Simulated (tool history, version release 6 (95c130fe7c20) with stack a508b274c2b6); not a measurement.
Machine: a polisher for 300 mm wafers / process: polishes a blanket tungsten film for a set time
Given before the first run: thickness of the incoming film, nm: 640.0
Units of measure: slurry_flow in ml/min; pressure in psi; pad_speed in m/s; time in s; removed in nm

| run | hour | slurry_flow | pressure | pad_speed | slurry_solids | time | removed |
|---|---|---|---|---|---|---|---|
| 1 | 0.0 | 225 | 3.6 | 1.30 | 1.0 | 53 | 257.17 |
| 2 | 3.5 | 225 | 3.4 | 1.30 | 1.0 | 53 | 240.15 |
| 3 | 12.4 | 225 | 3.4 | 1.30 | 1.0 | 56 | 256.14 |
| 4 | 13.4 | 225 | 3.2 | 1.30 | 1.0 | 56 | 240.30 |
| 5 | 22.2 | 225 | 3.1 | 1.30 | 1.0 | 56 | 232.42 |
| 6 | 29.0 | 225 | 3.1 | 1.30 | 1.0 | 56 | 228.98 |

What will run 7 give?
| 7 | 33.0 | 225 | 3.0 | 1.30 | 1.0 | 56 | ? |

removed: 227.56 nm
